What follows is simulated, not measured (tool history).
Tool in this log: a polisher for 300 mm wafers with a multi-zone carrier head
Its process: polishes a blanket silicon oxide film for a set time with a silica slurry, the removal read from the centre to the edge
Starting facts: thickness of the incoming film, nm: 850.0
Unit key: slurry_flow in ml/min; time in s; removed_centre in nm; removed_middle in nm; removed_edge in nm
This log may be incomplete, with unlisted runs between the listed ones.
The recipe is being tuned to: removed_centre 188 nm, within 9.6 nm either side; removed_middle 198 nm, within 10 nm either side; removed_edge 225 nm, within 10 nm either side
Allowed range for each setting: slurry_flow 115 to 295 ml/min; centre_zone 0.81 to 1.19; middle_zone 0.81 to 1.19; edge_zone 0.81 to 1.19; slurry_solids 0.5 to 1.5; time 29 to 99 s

| run | hour | slurry_flow | centre_zone | middle_zone | edge_zone | slurry_solids | time | removed_centre | removed_middle | removed_edge |
|---|---|---|---|---|---|---|---|---|---|---|
| 1 | 0 | 190 | 1 | 1 | 1 | 1 | 64 | 202.85 | 206.19 | 207.16 |
| 2 | 9 | 190 | 1 | 1.07 | 1 | 1 | 64 | 207.36 | 220.87 | 202.24 |
| 3 | 15.1 | 185 | 0.99 | 1.05 | 1.01 | 1 | 64 | 202.01 | 210.32 | 207.93 |
| 4 | 19.4 | 185 | 0.99 | 1.05 | 1.01 | 1 | 53 | 166.31 | 182.41 | 173.14 |
| 5 | 27.8 | 185 | 0.99 | 1.04 | 1.03 | 1.05 | 53 | 170.52 | 177.71 | 178.35 |
| 6 | 29.6 | 185 | 0.99 | 1.1 | 1.03 | 1.05 | 53 | 170.51 | 191.59 | 178.17 |
| 7 | 32.4 | 185 | 0.99 | 1.1 | 1.05 | 1.1 | 53 | 173.9 | 195.81 | 183.41 |
| 8 | 39.1 | 185 | 0.99 | 1.09 | 1.07 | 1.15 | 53 | 182.03 | 196.19 | 189.46 |
| 9 | 41.3 | 185 | 0.98 | 1.08 | 1.09 | 1.2 | 53 | 181.17 | 201.86 | 201.23 |
| 10 | 44.2 | 195 | 1.01 | 0.99 | 1.18 | 1.25 | 53 | 195.87 | 190.85 | 213.15 |
|  | 46.1 | slurry nozzle cleaned |
| 11 | 46.1 | 195 | 1 | 0.99 | 1.18 | 1.25 | 53 | 218.57 | 213.95 | 231.58 |
| 12 | 52.3 | 185 | 0.98 | 0.98 | 1.18 | 1.25 | 53 | 214.51 | 206.24 | 222.55 |
| 13 | 57.9 | 200 | 0.99 | 0.99 | 1.18 | 1.25 | 53 | 206.97 | 214.68 | 226.31 |

Below are 5 possible settings for the next run. Only one of them brings all results inside the allowed miss of their targets. Which is it?
| A | 63.5 | 295 | 0.81 | 1.04 | 1.07 | 1.3 | 53 | ? | ? | ? |
| B | 63.5 | 180 | 0.94 | 1.03 | 1.04 | 1.3 | 57 | ? | ? | ? |
| C | 63.5 | 215 | 0.94 | 1.06 | 1.1 | 1.25 | 51 | ? | ? | ? |
| D | 63.5 | 195 | 0.97 | 1.08 | 1.14 | 1.4 | 56 | ? | ? | ? |
| E | 63.5 | 295 | 0.87 | 0.9 | 1.17 | 1.5 | 47 | ? | ? | ? |

| move | removed_centre | removed_middle | removed_edge |
|---|---|---|---|
| A | 186.62 | 238.34 | 229.05 |
| B | 216.53 | 237.68 | 231.13 |
| C | 196.23 | 219.92 | 212.97 |
| D | 230.71 | 254.87 | 248.33 |
| E | 189.3 | 199.32 | 226.9 |
A: the worst result of the last run now meets its target, but another is out of spec
B: the biggest miss grows against the last run
C: the worst result of the last run now meets its target, but another is out of spec
D: the biggest miss grows against the last run
E: in spec on every target
The right move is E.
